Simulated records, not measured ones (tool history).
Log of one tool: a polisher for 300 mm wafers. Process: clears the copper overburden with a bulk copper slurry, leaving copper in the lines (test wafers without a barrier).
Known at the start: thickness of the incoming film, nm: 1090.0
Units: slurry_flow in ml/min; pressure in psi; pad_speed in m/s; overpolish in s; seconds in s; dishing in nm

run	hour	slurry_flow	pressure	pad_speed	slurry_solids	overpolish	seconds	dishing
1	0.0	205	3.2	1.08	1.0	12	94.245	75.335
2	2.5	185	3.2	1.08	1.0	12	99.162	75.057
3	8.9	185	3.8	1.08	1.0	12	82.990	84.864
4	13.0	185	3.6	1.08	1.0	11	81.592	78.249
5	13.9	185	3.4	1.08	1.0	11	90.171	73.089
6	21.0	185	3.2	1.08	1.0	11	97.898	70.334

The next listed run, before its measurement:
7	23.4	185	2.3	1.04	1.0	7	?	?

Run 7 gave seconds 143.650 s, dishing 38.137 nm.
